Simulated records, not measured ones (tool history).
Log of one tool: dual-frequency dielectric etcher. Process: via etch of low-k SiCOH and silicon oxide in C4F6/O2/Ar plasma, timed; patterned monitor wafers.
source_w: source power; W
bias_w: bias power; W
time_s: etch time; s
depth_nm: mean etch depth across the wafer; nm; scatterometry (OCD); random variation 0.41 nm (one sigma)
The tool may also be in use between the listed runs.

| run | hour | source_w | bias_w | time_s | depth_nm |
|---|---|---|---|---|---|
| 1 | 0.0 | 400 | 207 | 42.0 | 120.43 |
| 2 | 6.4 | 400 | 227 | 42.0 | 124.45 |
| 3 | 8.7 | 440 | 227 | 42.0 | 133.42 |
| 4 | 12.2 | 440 | 240 | 42.0 | 136.52 |
| 5 | 20.3 | 410 | 238 | 42.0 | 129.91 |
| 6 | 23.4 | 380 | 236 | 42.0 | 124.23 |
| 7 | 30.9 | 360 | 233 | 42.0 | 119.73 |
| 8 | 32.5 | 360 | 233 | 42.0 | 118.62 |
| 9 | 39.9 | 360 | 233 | 42.0 | 118.47 |
| 10 | 44.2 | 360 | 233 | 42.0 | 118.66 |
| 11 | 52.3 | 340 | 232 | 42.0 | 114.05 |

Forecast run 12:
| 12 | 56.7 | 330 | 232 | 42.0 | ? |

Run 12 gave depth_nm 111.20 nm.

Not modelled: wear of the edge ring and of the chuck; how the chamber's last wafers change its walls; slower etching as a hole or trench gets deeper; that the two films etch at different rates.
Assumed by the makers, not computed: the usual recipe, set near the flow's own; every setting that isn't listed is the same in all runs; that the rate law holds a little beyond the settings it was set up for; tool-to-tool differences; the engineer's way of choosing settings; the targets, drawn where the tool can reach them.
